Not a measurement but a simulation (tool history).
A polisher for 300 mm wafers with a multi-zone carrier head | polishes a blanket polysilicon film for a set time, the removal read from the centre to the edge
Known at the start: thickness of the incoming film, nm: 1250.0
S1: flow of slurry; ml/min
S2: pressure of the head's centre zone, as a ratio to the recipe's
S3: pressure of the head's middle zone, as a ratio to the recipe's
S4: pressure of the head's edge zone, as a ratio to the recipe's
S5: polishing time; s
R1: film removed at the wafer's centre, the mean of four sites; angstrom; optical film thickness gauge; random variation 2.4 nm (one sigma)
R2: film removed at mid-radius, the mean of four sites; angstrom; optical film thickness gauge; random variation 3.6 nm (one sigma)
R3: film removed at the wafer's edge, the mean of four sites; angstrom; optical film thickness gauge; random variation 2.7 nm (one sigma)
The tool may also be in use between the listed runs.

run 1 day=0 | S1=175 S2=1 S3=1 S4=1 S5=35 | R1=2159.4 R2=2101 R3=2173.8
run 2 day=0.292 | S1=205 S2=1 S3=1 S4=1 S5=35 | R1=2234.8 R2=2174 R3=2202.2
run 3 day=0.529 | S1=205 S2=1 S3=1 S4=1 S5=41 | R1=2588.5 R2=2495.4 R3=2568
run 4 day=0.825 | S1=205 S2=1 S3=1.04 S4=1.03 S5=43 | R1=2735.1 R2=2786.8 R3=2776.9
run 5 day=0.846 | S1=210 S2=1.01 S3=1.06 S4=1.06 S5=44 | R1=2860.9 R2=2860.2 R3=2805.7
run 6 day=1.062 | S1=210 S2=1.01 S3=1.11 S4=1.06 S5=44 | R1=2846.3 R2=3027.6 R3=2852
run 7 day=1.342 | S1=210 S2=1 S3=1.11 S4=1.07 S5=45 | R1=2892.6 R2=3076.4 R3=2944.8
run 8 day=1.479 | S1=210 S2=0.99 S3=1.12 S4=1.08 S5=46 | R1=2912.4 R2=3113.2 R3=3035.6
run 9 day=1.775 | S1=215 S2=0.99 S3=1.13 S4=1.09 S5=47 | R1=3009.6 R2=3195.8 R3=3096.1

The next listed run, before its measurement:
run 10 day=1.912 | S1=215 S2=0.99 S3=1.14 S4=1.1 S5=48 | R1=? R2=? R3=?

{"run 10": {"R1": 3052.9, "R2": 3295.6, "R3": 3220.5}}
